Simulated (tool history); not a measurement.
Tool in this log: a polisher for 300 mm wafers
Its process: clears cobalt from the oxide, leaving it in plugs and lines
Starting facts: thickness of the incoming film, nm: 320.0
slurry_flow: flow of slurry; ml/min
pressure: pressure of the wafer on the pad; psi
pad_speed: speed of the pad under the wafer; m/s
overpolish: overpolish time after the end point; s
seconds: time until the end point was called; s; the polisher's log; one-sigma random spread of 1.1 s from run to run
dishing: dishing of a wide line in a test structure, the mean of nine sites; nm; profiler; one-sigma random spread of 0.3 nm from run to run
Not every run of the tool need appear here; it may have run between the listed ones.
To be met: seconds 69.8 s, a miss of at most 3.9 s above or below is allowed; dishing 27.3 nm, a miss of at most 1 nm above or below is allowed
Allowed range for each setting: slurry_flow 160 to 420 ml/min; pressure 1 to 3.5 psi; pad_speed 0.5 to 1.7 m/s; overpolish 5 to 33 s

| run | hour | slurry_flow | pressure | pad_speed | overpolish | seconds | dishing |
|---|---|---|---|---|---|---|---|
| 1 | 0 | 270 | 2.2 | 1.1 | 17 | 59.553 | 55.144 |
| 2 | 5 | 270 | 2.2 | 1.22 | 17 | 55.551 | 58.551 |
| 3 | 5.9 | 270 | 2 | 1.22 | 17 | 59.847 | 55.175 |
| 4 | 10.4 | 290 | 1.9 | 1.22 | 15 | 64.453 | 50.264 |
|  | 13.3 | worn pad replaced by a new one |
| 5 | 13.3 | 290 | 1.9 | 1.22 | 22 | 61.033 | 63.503 |
| 6 | 17.9 | 290 | 1.9 | 1.36 | 22 | 51.729 | 67.232 |
| 7 | 18.8 | 310 | 1.8 | 1.38 | 20 | 56.751 | 64.223 |
| 8 | 23.1 | 290 | 1.9 | 1.28 | 18 | 56.182 | 58.91 |
| 9 | 23.8 | 270 | 1.8 | 1.28 | 16 | 60.342 | 53.016 |
| 10 | 30.6 | 195 | 1.4 | 1.2 | 8 | 83.922 | 25.84 |
| 11 | 32.1 | 205 | 1.6 | 1.24 | 6 | 71.482 | 23.486 |
| 12 | 33.8 | 215 | 1.6 | 1.24 | 6 | 71.177 | 23.496 |
| 13 | 40.4 | 215 | 1.6 | 1.24 | 11 | 71.275 | 37.538 |

5 candidate next runs follow, results not yet known. Just one meets every target within its allowed miss. Identify it.
| A | 47 | 295 | 2 | 1 | 7 | ? | ? |
| B | 47 | 245 | 1.4 | 1.3 | 7 | ? | ? |
| C | 47 | 190 | 1.7 | 1.16 | 18 | ? | ? |
| D | 47 | 260 | 1.4 | 1.22 | 8 | ? | ? |
| E | 47 | 175 | 2.1 | 0.96 | 10 | ? | ? |

| move | seconds | dishing |
|---|---|---|
| A | 70.488 | 27.95 |
| B | 78.557 | 25.578 |
| C | 75.57 | 52.177 |
| D | 82.983 | 27.296 |
| E | 75.097 | 35.171 |
A: all results land within tolerance of their targets
B: the result that was furthest off in the last run now lies on the other side of its target
C: lands further from the targets than the last run did
D: corrects the largest miss of the last run, while another result sits out of spec
E: moves toward the targets from the last run without getting all of them in spec
The move that meets every target is A.
